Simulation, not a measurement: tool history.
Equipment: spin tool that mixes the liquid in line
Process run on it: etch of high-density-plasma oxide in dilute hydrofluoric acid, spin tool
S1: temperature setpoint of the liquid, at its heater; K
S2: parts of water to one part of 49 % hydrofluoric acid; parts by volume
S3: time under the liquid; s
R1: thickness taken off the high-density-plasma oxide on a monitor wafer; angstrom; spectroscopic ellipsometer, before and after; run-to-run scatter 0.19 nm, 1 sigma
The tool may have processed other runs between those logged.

run 1 day=0.000 | S1=294.15 S2=165 S3=280 | R1=104.190
run 2 day=0.312 | S1=294.15 S2=200 S3=280 | R1=83.421
run 3 day=0.629 | S1=294.15 S2=255 S3=280 | R1=62.389
run 4 day=0.738 | S1=291.65 S2=255 S3=280 | R1=56.213
run 5 day=0.879 | S1=294.15 S2=255 S3=280 | R1=62.794
run 6 day=1.058 | S1=294.15 S2=290 S3=280 | R1=53.260
run 7 day=1.196 | S1=294.15 S2=290 S3=280 | R1=52.377
run 8 day=1.429 | S1=296.15 S2=235 S3=280 | R1=73.943
run 9 day=1.712 | S1=297.15 S2=190 S3=280 | R1=98.609
run 10 day=1.867 | S1=298.15 S2=155 S3=280 | R1=130.130
run 11 day=2.162 | S1=299.15 S2=135 S3=280 | R1=161.430
run 12 day=2.354 | S1=299.65 S2=125 S3=280 | R1=179.140
run 13 day=2.396 | S1=300.15 S2=115 S3=280 | R1=199.620
run 14 day=2.421 | S1=300.65 S2=110 S3=280 | R1=217.630

Run 15 comes next. What will it give?
run 15 day=2.462 | S1=300.65 S2=110 S3=280 | R1=?

R1: 214.410 angstrom
